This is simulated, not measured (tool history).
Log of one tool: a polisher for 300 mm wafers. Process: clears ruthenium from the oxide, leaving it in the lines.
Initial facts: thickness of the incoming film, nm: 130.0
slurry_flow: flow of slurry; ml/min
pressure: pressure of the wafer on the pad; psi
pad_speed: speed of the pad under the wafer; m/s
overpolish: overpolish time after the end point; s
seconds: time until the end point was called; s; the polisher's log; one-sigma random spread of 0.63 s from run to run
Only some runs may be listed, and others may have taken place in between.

run  hour  slurry_flow  pressure  pad_speed  overpolish  seconds
  1   0.0          260       2.6       0.90           2  113.830
  2   7.5          260       2.8       0.90           2  104.720
  3  11.8          260       2.9       0.90           2  101.200
  4  12.8          195       2.9       0.90           2  105.990
  5  16.9          205       3.0       0.90           2  102.870
  6  22.7          205       3.0       0.90           2  100.570
  7  27.1          215       3.1       0.90           2   97.849
  8  32.6          225       3.2       0.90           2   93.881
  9  40.3          230       3.3       0.90           2   91.366
 10  45.1          235       3.4       0.90           2   87.692
 11  50.7          235       3.4       0.90           2   89.421
 12  56.6          235       3.5       0.90           2   86.043
 13  61.3          240       4.0       0.92           2   71.900

The next listed run, before its measurement:
     64.5  -- worn pad replaced by a new one
 14  64.5          240       4.0       0.92           2        ?

Run 14 came out at seconds 66.507 s.
